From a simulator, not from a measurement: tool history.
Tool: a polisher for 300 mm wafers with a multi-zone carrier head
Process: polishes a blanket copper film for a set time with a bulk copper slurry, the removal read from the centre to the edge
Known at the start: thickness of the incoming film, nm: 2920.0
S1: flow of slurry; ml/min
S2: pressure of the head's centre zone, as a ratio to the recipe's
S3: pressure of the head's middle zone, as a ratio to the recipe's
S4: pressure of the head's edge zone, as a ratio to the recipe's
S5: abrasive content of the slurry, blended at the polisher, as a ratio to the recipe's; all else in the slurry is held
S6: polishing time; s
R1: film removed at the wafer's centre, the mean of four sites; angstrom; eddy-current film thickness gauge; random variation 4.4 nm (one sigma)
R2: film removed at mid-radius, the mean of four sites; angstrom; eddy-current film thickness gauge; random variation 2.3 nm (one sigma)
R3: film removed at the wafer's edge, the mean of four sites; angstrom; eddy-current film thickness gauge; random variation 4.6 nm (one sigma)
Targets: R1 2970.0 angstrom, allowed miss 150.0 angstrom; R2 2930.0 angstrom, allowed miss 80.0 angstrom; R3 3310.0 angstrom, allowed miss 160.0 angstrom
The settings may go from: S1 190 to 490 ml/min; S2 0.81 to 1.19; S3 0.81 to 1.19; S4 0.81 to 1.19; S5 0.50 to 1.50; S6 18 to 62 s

run	day	S1	S2	S3	S4	S5	S6	R1	R2	R3
1	0.000	315	1.00	1.00	1.00	1.00	40	2312.6	2399.1	2427.4
2	0.375	315	1.00	1.00	1.02	1.05	41	2410.8	2491.0	2546.1
3	0.425	315	1.00	1.00	1.04	1.10	41	2477.6	2520.8	2584.0
4	0.688	315	1.00	1.00	1.04	1.10	36	2207.7	2215.8	2300.5
5	0.754	315	1.07	1.00	1.04	1.10	36	2350.9	2195.5	2280.0
6	1.033	315	1.07	1.00	1.04	1.25	36	2478.9	2277.2	2342.0
7	1.171	315	1.06	0.99	1.06	1.30	37	2483.4	2324.2	2466.8
8	1.275	315	1.06	0.99	1.07	1.30	38	2483.7	2383.0	2572.5
9	1.617	315	1.07	1.00	1.08	1.30	39	2672.1	2485.5	2614.5
10	1.650	315	1.06	1.00	1.09	1.30	40	2723.9	2525.2	2713.3
11	1.771	315	1.05	1.00	1.10	1.30	40	2667.8	2566.7	2703.6

Which of these 5 next moves meets every target?
A	1.892	300	0.90	0.84	1.19	1.50	51	?	?	?
B	1.892	280	0.88	0.86	1.14	1.45	53	?	?	?
C	1.892	335	0.81	0.91	1.18	1.30	52	?	?	?
D	1.892	350	0.98	0.93	1.14	1.40	47	?	?	?
E	1.892	285	1.10	0.98	1.10	1.20	45	?	?	?

move	R1	R2	R3
A	2936.9	2962.2	3664.6
B	2941.4	3091.5	3677.6
C	2634.6	3138.9	3624.0
D	2945.7	2941.2	3279.2
E	3004.9	2784.3	2937.9
A: brings the result that was furthest off to its target, and leaves another outside
B: takes the result that was furthest off past its target
C: takes the result that was furthest off past its target
D: meets every target
E: nearer than the last run, and not there yet
The right move is D.
